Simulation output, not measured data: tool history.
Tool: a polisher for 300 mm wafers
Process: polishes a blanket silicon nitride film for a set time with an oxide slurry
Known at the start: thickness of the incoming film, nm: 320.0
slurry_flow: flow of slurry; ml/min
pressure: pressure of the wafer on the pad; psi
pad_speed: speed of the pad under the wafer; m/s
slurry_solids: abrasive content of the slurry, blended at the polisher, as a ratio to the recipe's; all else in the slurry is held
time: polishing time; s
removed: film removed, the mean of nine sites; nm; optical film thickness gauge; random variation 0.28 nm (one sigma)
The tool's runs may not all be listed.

run,hour,slurry_flow,pressure,pad_speed,slurry_solids,time,removed
1,0,185,4.1,1.06,1,25,17.206
2,2.6,185,4.1,1.06,1,23,15.896
3,8.7,165,4.1,1.06,1,23,15.949
4,16.8,165,4.1,1.06,1,23,15.72
5,23.5,170,4.3,1.06,1,23,16.52
6,30.5,170,4.5,1.06,1,23,17.038
7,34.6,170,4.7,1.06,1,23,17.187

Forecast run 8:
8,43.3,170,4.9,1.08,1,23,?

removed: 18.354 nm
